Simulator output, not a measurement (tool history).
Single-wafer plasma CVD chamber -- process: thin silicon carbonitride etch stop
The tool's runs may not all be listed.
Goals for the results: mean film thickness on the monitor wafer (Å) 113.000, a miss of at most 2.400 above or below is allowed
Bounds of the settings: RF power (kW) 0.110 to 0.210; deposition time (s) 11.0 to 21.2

run  hour  RF power (kW)  deposition time (s)  mean film thickness on the monitor wafer (Å)
  1   0.0          0.160                 16.1                                        91.459
  2   1.5          0.165                 16.5                                        94.864
  3  10.0          0.145                 16.5                                        89.818
  4  14.0          0.130                 16.5                                        88.415
  5  20.0          0.135                 16.9                                        90.688
  6  20.8          0.140                 17.2                                        94.211
  7  28.5          0.145                 17.4                                        94.949
  8  32.2          0.150                 17.7                                        97.688
  9  36.0          0.155                 17.9                                        99.958
 10  41.4          0.160                 18.0                                       101.480
 11  43.0          0.165                 18.1                                       101.870
 12  49.5          0.170                 18.3                                       105.200
 13  50.3          0.175                 18.4                                       107.200

Pick the move, out of 4, that brings all results within their allowed miss; only one does.
  A  51.1          0.210                 16.7                                             ?
  B  51.1          0.185                 19.1                                             ?
  C  51.1          0.175                 18.7                                             ?
  D  51.1          0.190                 18.1                                             ?

move  mean film thickness on the monitor wafer (Å)
   A                                       102.260
   B                                       112.500
   C                                       108.280
   D                                       107.490
A: further off than the last run
B: each result inside its tolerance
C: better than the last run, though not everything is in spec
D: just as far off the targets as the last run
B is the move that brings every result within its allowed miss.
